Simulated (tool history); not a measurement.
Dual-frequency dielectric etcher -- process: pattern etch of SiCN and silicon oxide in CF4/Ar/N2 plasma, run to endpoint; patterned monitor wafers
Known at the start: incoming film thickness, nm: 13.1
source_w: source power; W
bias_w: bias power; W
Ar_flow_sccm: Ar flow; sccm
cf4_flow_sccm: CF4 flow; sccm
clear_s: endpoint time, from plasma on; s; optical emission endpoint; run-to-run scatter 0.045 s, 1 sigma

run  hour  source_w  bias_w  Ar_flow_sccm  cf4_flow_sccm  clear_s
  1   0.0       570      55           134             59   14.530
  2   1.6       610      56           133             59   13.591
  3   8.5       610      56           149             59   13.903
  4  17.3       610      56           131             59   13.648
  5  21.9       640      57           130             59   12.966
  6  29.1       660      57           130             59   12.643
  7  33.5       680      57           130             59   12.336

What will run 8 give?
  8  40.9       690      57           130             59        ?

Run 8 came out at clear_s 12.218 s.
